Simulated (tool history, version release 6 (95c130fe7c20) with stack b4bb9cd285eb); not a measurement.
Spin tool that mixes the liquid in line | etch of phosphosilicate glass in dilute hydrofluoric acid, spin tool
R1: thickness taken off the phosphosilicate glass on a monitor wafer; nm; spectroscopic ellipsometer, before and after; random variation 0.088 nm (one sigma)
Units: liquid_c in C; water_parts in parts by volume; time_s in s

run 1 hour=0 | liquid_c=25 water_parts=150 time_s=60 | R1=24.693
run 2 hour=7.3 | liquid_c=22 water_parts=150 time_s=60 | R1=21.882
run 3 hour=9.5 | liquid_c=21 water_parts=155 time_s=60 | R1=20.582
run 4 hour=18.3 | liquid_c=20 water_parts=160 time_s=60 | R1=18.904
run 5 hour=24.8 | liquid_c=19.5 water_parts=165 time_s=60 | R1=18.017
run 6 hour=32.8 | liquid_c=19.5 water_parts=120 time_s=60 | R1=25.558
run 7 hour=38.4 | liquid_c=19 water_parts=130 time_s=60 | R1=22.993

Run 8 comes next. What will it give?
run 8 hour=42.5 | liquid_c=18.5 water_parts=140 time_s=60 | R1=?

{"run 8": {"R1": 20.779}}
